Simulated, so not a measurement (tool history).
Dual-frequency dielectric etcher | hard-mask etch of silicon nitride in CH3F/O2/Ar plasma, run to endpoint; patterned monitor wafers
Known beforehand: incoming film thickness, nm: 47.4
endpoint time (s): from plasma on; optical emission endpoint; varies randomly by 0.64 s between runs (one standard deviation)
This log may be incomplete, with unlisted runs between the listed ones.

{"run": 1, "hour": 0.0, "source power (W)": 330, "bias power (W)": 55, "endpoint time (s)": 83.857}
{"run": 2, "hour": 8.5, "source power (W)": 300, "bias power (W)": 51, "endpoint time (s)": 91.948}
{"run": 3, "hour": 9.5, "source power (W)": 280, "bias power (W)": 49, "endpoint time (s)": 97.22}
{"run": 4, "hour": 17.5, "source power (W)": 280, "bias power (W)": 59, "endpoint time (s)": 90.258}
{"run": 5, "hour": 21.2, "source power (W)": 250, "bias power (W)": 59, "endpoint time (s)": 97.165}
{"run": 6, "hour": 26.1, "source power (W)": 240, "bias power (W)": 57, "endpoint time (s)": 101.51}

Run 7, settings as shown, results not yet in. Your forecast:
{"run": 7, "hour": 30.1, "source power (W)": 230, "bias power (W)": 56, "endpoint time (s)": "?"}

{"run 7": {"endpoint time (s)": 103.91}}
